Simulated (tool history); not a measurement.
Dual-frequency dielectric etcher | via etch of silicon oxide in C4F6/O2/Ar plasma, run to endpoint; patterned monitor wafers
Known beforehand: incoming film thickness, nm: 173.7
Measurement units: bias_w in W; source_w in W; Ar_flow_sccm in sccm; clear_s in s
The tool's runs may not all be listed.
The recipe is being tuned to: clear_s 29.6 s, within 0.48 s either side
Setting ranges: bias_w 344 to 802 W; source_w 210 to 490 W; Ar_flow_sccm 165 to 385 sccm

run,day,bias_w,source_w,Ar_flow_sccm,clear_s
1,0,573,350,275,32.746
2,0.3,601,350,275,32.006
3,0.35,601,310,275,34.068
4,0.483,601,310,301,33.967
5,0.608,601,260,301,36.388
6,0.633,640,270,300,35.131
7,0.712,671,280,299,34.116
8,0.988,695,290,298,33.771
9,1.083,713,310,296,32.228
10,1.317,802,330,293,30.866
11,1.408,802,340,292,30.441

Consider the 5 candidate settings below. Which is the only one whose results all fall within their allowed miss of target?
A,1.5,763,410,289,?
B,1.5,784,400,239,?
C,1.5,797,380,371,?
D,1.5,769,330,291,?
E,1.5,784,310,303,?

move,clear_s
A,28.541
B,28.21
C,29.564
D,30.942
E,31.607
A: takes the result that was furthest off past its target
B: takes the result that was furthest off past its target
C: meets every target
D: misses by more than the last run did
E: misses by more than the last run did
Go with C: it meets all targets.
